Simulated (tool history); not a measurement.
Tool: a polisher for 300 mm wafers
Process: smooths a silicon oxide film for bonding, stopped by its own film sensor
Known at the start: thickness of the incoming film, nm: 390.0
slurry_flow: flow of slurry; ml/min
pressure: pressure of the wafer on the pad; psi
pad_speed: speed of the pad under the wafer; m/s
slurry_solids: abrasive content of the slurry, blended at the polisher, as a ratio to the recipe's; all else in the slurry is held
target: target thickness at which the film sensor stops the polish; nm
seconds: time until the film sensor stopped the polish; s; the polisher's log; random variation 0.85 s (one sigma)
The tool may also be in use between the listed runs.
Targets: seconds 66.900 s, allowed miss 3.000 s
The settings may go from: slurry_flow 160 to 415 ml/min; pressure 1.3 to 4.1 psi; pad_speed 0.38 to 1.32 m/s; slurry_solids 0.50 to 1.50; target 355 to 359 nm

run	day	slurry_flow	pressure	pad_speed	slurry_solids	target	seconds
1	0.000	265	2.7	0.84	1.00	355	46.576
2	0.104	265	2.5	0.84	1.00	355	52.031
3	0.129	265	2.4	0.84	1.00	355	54.552
4	0.408	265	2.3	0.84	1.00	355	56.149
5	0.775	265	2.8	0.84	1.00	355	46.591
6	0.892	265	2.6	0.84	1.00	355	48.980
7	1.142	265	2.4	0.84	1.00	355	53.478
8	1.467	265	2.3	0.84	1.00	355	55.305
9	1.833	265	2.2	0.84	1.00	355	57.665

5 next moves are on the table. One of them brings every result within its allowed miss. Which?
A	2.200	285	1.9	0.76	0.90	356	?
B	2.200	220	2.1	0.82	1.10	355	?
C	2.200	285	2.1	0.74	1.00	355	?
D	2.200	260	2.2	0.82	1.00	355	?
E	2.200	220	1.7	0.84	0.95	355	?

move	seconds
A	73.861
B	59.552
C	66.340
D	59.051
E	77.197
A: takes the result that was furthest off past its target
B: nearer than the last run, and not there yet
C: meets every target
D: nearer than the last run, and not there yet
E: takes the result that was furthest off past its target
Move C is the one to make.
